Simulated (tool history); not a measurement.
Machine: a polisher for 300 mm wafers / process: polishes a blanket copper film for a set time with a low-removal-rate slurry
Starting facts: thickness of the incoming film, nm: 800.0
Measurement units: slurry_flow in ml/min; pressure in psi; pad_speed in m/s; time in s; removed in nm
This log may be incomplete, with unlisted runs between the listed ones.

{"run": 1, "day": 0.0, "slurry_flow": 215, "pressure": 3.5, "pad_speed": 1.16, "slurry_solids": 1.0, "time": 87, "removed": 339.26}
{"run": 2, "day": 0.092, "slurry_flow": 215, "pressure": 3.5, "pad_speed": 1.3, "slurry_solids": 1.0, "time": 87, "removed": 376.49}
{"run": 3, "day": 0.446, "slurry_flow": 220, "pressure": 3.8, "pad_speed": 1.3, "slurry_solids": 1.0, "time": 87, "removed": 397.45}
{"run": 4, "day": 0.758, "slurry_flow": 220, "pressure": 3.8, "pad_speed": 1.2, "slurry_solids": 1.0, "time": 87, "removed": 368.04}
{"run": 5, "day": 0.896, "slurry_flow": 220, "pressure": 4.3, "pad_speed": 1.2, "slurry_solids": 1.0, "time": 87, "removed": 399.3}
{"run": 6, "day": 0.962, "slurry_flow": 220, "pressure": 4.6, "pad_speed": 1.22, "slurry_solids": 1.0, "time": 87, "removed": 430.4}
{"run": 7, "day": 1.162, "slurry_flow": 220, "pressure": 4.9, "pad_speed": 1.22, "slurry_solids": 1.0, "time": 87, "removed": 452.17}

Run 8 is up next; what results do you expect?
{"run": 8, "day": 1.333, "slurry_flow": 220, "pressure": 5.1, "pad_speed": 1.24, "slurry_solids": 1.0, "time": 87, "removed": "?"}

{"run 8": {"removed": 468.41}}
